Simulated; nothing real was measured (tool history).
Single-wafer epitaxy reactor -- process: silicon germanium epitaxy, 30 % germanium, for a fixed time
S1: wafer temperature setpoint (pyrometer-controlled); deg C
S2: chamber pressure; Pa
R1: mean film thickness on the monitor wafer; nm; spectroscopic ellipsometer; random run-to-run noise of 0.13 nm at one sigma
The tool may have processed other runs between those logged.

| run | day | S1 | S2 | R1 |
|---|---|---|---|---|
| 1 | 0.000 | 615 | 2066 | 69.558 |
| 2 | 0.367 | 615 | 1760 | 64.936 |
| 3 | 0.479 | 611 | 1747 | 60.966 |
| 4 | 0.517 | 608 | 1733 | 57.597 |
| 5 | 0.846 | 606 | 1720 | 55.523 |
| 6 | 1.204 | 606 | 1947 | 58.188 |
| 7 | 1.521 | 603 | 1933 | 55.231 |
| 8 | 1.717 | 601 | 1920 | 53.277 |
| 9 | 1.742 | 599 | 1920 | 51.704 |
| 10 | 1.917 | 598 | 1920 | 50.798 |

Forecast run 11:
| 11 | 2.188 | 597 | 1920 | ? |

{"run 11": {"R1": 49.981}}

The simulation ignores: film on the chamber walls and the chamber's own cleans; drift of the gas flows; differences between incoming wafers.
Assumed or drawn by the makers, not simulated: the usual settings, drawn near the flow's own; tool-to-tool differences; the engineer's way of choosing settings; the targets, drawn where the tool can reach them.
